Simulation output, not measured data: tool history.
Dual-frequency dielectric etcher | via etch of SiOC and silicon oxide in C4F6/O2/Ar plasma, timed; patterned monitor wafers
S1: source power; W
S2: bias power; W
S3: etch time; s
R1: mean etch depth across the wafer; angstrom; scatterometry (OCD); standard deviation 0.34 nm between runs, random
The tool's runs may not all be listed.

Run 1, day 0.000: S1 250 W, S2 225 W, S3 91.0 s. Result: R1 936.86 angstrom.
Run 2, day 0.212: S1 250 W, S2 225 W, S3 91.0 s. Result: R1 934.06 angstrom.
Run 3, day 0.267: S1 250 W, S2 191 W, S3 91.0 s. Result: R1 879.94 angstrom.
Run 4, day 0.388: S1 240 W, S2 189 W, S3 91.0 s. Result: R1 869.99 angstrom.
Run 5, day 0.525: S1 230 W, S2 186 W, S3 91.0 s. Result: R1 864.76 angstrom.
Run 6, day 0.733: S1 220 W, S2 180 W, S3 91.0 s. Result: R1 836.59 angstrom.
Run 7, day 1.100: S1 210 W, S2 178 W, S3 91.0 s. Result: R1 825.22 angstrom.
Run 8, day 1.367: S1 210 W, S2 176 W, S3 91.0 s. Result: R1 817.86 angstrom.
Run 9, day 1.450: S1 210 W, S2 175 W, S3 91.0 s. Result: R1 827.20 angstrom.
Run 10, day 1.596: S1 210 W, S2 175 W, S3 91.0 s. Result: R1 819.49 angstrom.
Run 11, day 1.700: S1 210 W, S2 174 W, S3 91.0 s. Result: R1 817.56 angstrom.
Run 12, day 1.775: S1 210 W, S2 173 W, S3 91.0 s. Result: R1 828.16 angstrom.
Run 13, day 1.879: S1 210 W, S2 171 W, S3 91.0 s. Result: R1 815.54 angstrom.
Run 14, day 1.908: S1 210 W, S2 170 W, S3 91.0 s. Result: R1 819.28 angstrom.

Run 15 comes next. What will it give?
Run 15, day 2.133: S1 210 W, S2 169 W, S3 91.0 s. Result: R1 ?.

R1: 811.40 angstrom
